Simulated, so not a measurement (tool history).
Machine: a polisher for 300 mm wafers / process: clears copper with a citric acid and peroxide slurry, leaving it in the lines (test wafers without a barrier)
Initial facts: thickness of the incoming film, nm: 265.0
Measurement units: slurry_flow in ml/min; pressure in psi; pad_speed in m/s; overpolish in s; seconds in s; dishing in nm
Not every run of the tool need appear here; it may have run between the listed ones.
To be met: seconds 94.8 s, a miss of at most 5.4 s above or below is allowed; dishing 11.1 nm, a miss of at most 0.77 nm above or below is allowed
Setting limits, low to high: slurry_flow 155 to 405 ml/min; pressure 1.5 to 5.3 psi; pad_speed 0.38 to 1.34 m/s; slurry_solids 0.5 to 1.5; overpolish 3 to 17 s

Run 1, day 0: slurry_flow 260 ml/min, pressure 3.4 psi, pad_speed 0.86 m/s, slurry_solids 1, overpolish 9 s. Result: seconds 118.84 s, dishing 12.385 nm.
Run 2, day 0.096: slurry_flow 260 ml/min, pressure 3.6 psi, pad_speed 0.86 m/s, slurry_solids 1, overpolish 8 s. Result: seconds 111.4 s, dishing 11.893 nm.
Run 3, day 0.279: slurry_flow 260 ml/min, pressure 3.7 psi, pad_speed 0.86 m/s, slurry_solids 1, overpolish 7 s. Result: seconds 111.37 s, dishing 10.89 nm.
Run 4, day 0.312: slurry_flow 260 ml/min, pressure 3.8 psi, pad_speed 0.86 m/s, slurry_solids 1, overpolish 7 s. Result: seconds 106.76 s, dishing 11.488 nm.
Run 5, day 0.658: slurry_flow 260 ml/min, pressure 3.8 psi, pad_speed 0.86 m/s, slurry_solids 1, overpolish 4 s. Result: seconds 107.07 s, dishing 7.1832 nm.
Run 6, day 0.808: slurry_flow 260 ml/min, pressure 3.8 psi, pad_speed 0.86 m/s, slurry_solids 1, overpolish 6 s. Result: seconds 105.87 s, dishing 9.9663 nm.
Run 7, day 0.875: slurry_flow 260 ml/min, pressure 3.9 psi, pad_speed 0.86 m/s, slurry_solids 1, overpolish 6 s. Result: seconds 107.7 s, dishing 10.488 nm.
Run 8, day 0.979: slurry_flow 260 ml/min, pressure 4 psi, pad_speed 0.88 m/s, slurry_solids 1, overpolish 6 s. Result: seconds 102.02 s, dishing 10.489 nm.
Run 9, day 1.1: slurry_flow 260 ml/min, pressure 4 psi, pad_speed 0.88 m/s, slurry_solids 1, overpolish 6 s. Result: seconds 101.86 s, dishing 10.758 nm.

Next run, 5 choices. One meets every target within its allowed miss, the rest don't. Which?
Run A, day 1.221: slurry_flow 200 ml/min, pressure 4.6 psi, pad_speed 0.68 m/s, slurry_solids 0.9, overpolish 8 s. Result: seconds ?, dishing ?.
Run B, day 1.221: slurry_flow 250 ml/min, pressure 4 psi, pad_speed 0.84 m/s, slurry_solids 0.95, overpolish 7 s. Result: seconds ?, dishing ?.
Run C, day 1.221: slurry_flow 245 ml/min, pressure 3.5 psi, pad_speed 1.06 m/s, slurry_solids 1.15, overpolish 6 s. Result: seconds ?, dishing ?.
Run D, day 1.221: slurry_flow 290 ml/min, pressure 4.5 psi, pad_speed 0.7 m/s, slurry_solids 1, overpolish 6 s. Result: seconds ?, dishing ?.
Run E, day 1.221: slurry_flow 265 ml/min, pressure 4.4 psi, pad_speed 0.96 m/s, slurry_solids 1.05, overpolish 5 s. Result: seconds ?, dishing ?.

move  seconds  dishing
   A   118.37   11.968
   B   108.56   11.566
   C   96.174   11.281
   D   113.04   10.053
   E   87.382   10.613
A: further off than the last run
B: further off than the last run
C: all results in spec
D: further off than the last run
E: takes the result that was furthest off past its target
C is the move that brings every result within its allowed miss.
